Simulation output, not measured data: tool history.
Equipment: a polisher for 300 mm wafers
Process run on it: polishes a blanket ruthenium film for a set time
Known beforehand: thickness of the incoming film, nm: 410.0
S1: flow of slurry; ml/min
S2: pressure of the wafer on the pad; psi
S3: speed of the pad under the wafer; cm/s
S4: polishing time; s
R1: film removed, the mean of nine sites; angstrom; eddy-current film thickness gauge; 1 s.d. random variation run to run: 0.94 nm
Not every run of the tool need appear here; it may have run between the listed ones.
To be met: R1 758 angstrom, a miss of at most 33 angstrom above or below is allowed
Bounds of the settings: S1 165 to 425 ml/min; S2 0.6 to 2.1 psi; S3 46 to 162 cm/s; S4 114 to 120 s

run	hour	S1	S2	S3	S4	R1
1	0	275	1.3	104	114	959.34
2	3.8	275	1.6	104	114	1156.2
3	5.8	340	1.6	104	114	1182.5
4	7.5	340	1.4	104	114	1060.9
5	14.7	340	1.4	104	120	1097.6
6	19.8	340	1.4	86	120	921.04
7	28.2	340	1.3	86	120	856.76
8	32.3	340	1.2	86	120	810.47

Of the 5 settings listed for the next run, only one would bring every result within its allowed miss of target. Which one?
A	36.4	300	1.2	94	117	?
B	36.4	300	1.4	82	118	?
C	36.4	310	1.3	88	120	?
D	36.4	365	1.3	90	119	?
E	36.4	350	1.3	78	116	?

move	R1
A	840.77
B	848.88
C	869.29
D	893.32
E	756.16
A: the biggest miss grows against the last run
B: the biggest miss grows against the last run
C: the biggest miss grows against the last run
D: the biggest miss grows against the last run
E: each result inside its tolerance
E is the move that brings every result within its allowed miss.
